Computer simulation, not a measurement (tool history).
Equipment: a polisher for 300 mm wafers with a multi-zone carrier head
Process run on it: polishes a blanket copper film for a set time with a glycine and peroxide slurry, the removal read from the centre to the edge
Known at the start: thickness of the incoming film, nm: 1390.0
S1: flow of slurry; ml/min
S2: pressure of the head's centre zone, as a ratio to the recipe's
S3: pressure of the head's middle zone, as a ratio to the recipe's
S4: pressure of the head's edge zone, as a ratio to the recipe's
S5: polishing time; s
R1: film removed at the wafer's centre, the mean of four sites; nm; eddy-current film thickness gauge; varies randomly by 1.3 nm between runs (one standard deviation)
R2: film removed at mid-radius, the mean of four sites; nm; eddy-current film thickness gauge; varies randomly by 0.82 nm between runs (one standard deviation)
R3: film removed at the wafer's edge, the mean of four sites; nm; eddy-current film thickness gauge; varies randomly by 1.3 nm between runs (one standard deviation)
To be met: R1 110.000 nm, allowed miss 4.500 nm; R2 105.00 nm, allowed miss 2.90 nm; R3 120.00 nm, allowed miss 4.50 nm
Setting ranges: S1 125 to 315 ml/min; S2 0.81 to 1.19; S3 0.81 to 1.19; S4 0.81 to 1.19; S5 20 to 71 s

run 1 hour=0.0 | S1=205 S2=1.00 S3=1.00 S4=1.00 S5=45 | R1=203.660 R2=199.73 R3=200.64
run 2 hour=5.6 | S1=200 S2=0.99 S3=0.98 S4=0.99 S5=43 | R1=186.210 R2=187.10 R3=194.33
run 3 hour=12.5 | S1=200 S2=1.00 S3=0.97 S4=0.98 S5=40 | R1=176.770 R2=171.27 R3=180.14
run 4 hour=16.4 | S1=200 S2=1.00 S3=0.96 S4=0.97 S5=38 | R1=165.430 R2=161.31 R3=168.04
run 5 hour=24.6 | S1=180 S2=1.00 S3=0.96 S4=0.97 S5=38 | R1=162.210 R2=160.77 R3=163.88
run 6 hour=27.5 | S1=180 S2=1.00 S3=0.96 S4=0.94 S5=38 | R1=164.350 R2=158.12 R3=163.53
run 7 hour=31.5 | S1=175 S2=0.99 S3=0.94 S4=0.93 S5=37 | R1=161.190 R2=151.55 R3=158.86
run 8 hour=39.0 | S1=170 S2=0.98 S3=0.93 S4=0.93 S5=36 | R1=154.050 R2=143.15 R3=154.38
run 9 hour=48.0 | S1=165 S2=0.97 S3=0.93 S4=0.92 S5=35 | R1=147.550 R2=140.11 R3=145.89
run 10 hour=54.0 | S1=165 S2=0.95 S3=0.92 S4=0.92 S5=34 | R1=140.000 R2=133.85 R3=143.02
run 11 hour=59.8 | S1=160 S2=0.94 S3=0.91 S4=0.91 S5=34 | R1=140.260 R2=131.79 R3=143.85
run 12 hour=67.8 | S1=155 S2=0.93 S3=0.91 S4=0.90 S5=33 | R1=130.870 R2=126.87 R3=136.03

Pick the move, out of 4, that brings all results within their allowed miss; only one does.
run A hour=75.8 | S1=150 S2=0.87 S3=0.89 S4=0.90 S5=29 | R1=? R2=? R3=?
run B hour=75.8 | S1=125 S2=0.84 S3=0.82 S4=0.83 S5=31 | R1=? R2=? R3=?
run C hour=75.8 | S1=160 S2=0.85 S3=0.97 S4=0.90 S5=27 | R1=? R2=? R3=?
run D hour=75.8 | S1=165 S2=0.83 S3=1.02 S4=0.89 S5=26 | R1=? R2=? R3=?

move=A R1=110.570 R2=111.21 R3=116.84
move=B R1=109.820 R2=106.16 R3=116.69
move=C R1=103.220 R2=112.82 R3=109.76
move=D R1=98.767 R2=114.06 R3=105.56
A: better than the last run, though not everything is in spec
B: all results land within tolerance of their targets
C: better than the last run, though not everything is in spec
D: better than the last run, though not everything is in spec
B meets every target.
